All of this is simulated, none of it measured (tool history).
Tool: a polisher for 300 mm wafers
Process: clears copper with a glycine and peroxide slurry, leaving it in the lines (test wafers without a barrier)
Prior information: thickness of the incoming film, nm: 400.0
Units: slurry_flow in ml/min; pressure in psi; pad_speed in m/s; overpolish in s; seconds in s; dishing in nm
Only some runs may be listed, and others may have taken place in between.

run	hour	slurry_flow	pressure	pad_speed	overpolish	seconds	dishing
1	0	270	2.4	0.86	11	89.956	31.918
2	8.1	270	2.4	0.86	9	88.951	26.661
3	9.8	270	2.1	0.86	7	100.37	19.157
4	12.9	270	2.1	0.72	7	113.71	16.67
5	13.5	275	2.1	0.72	6	113.99	14.774
# hour 22: worn pad replaced by a new one
6	22	280	2.1	0.72	5	101.96	13.857
7	27.4	270	2.1	0.72	5	99.799	13.893
8	32.6	285	2.1	0.72	5	99.21	13.637
9	34.3	275	2.1	0.72	5	98.741	13.768

Run 10, settings as shown, results not yet in. Your forecast:
10	36.8	270	2	0.72	5	?	?

{"run 10": {"seconds": 103.19, "dishing": 13.499}}

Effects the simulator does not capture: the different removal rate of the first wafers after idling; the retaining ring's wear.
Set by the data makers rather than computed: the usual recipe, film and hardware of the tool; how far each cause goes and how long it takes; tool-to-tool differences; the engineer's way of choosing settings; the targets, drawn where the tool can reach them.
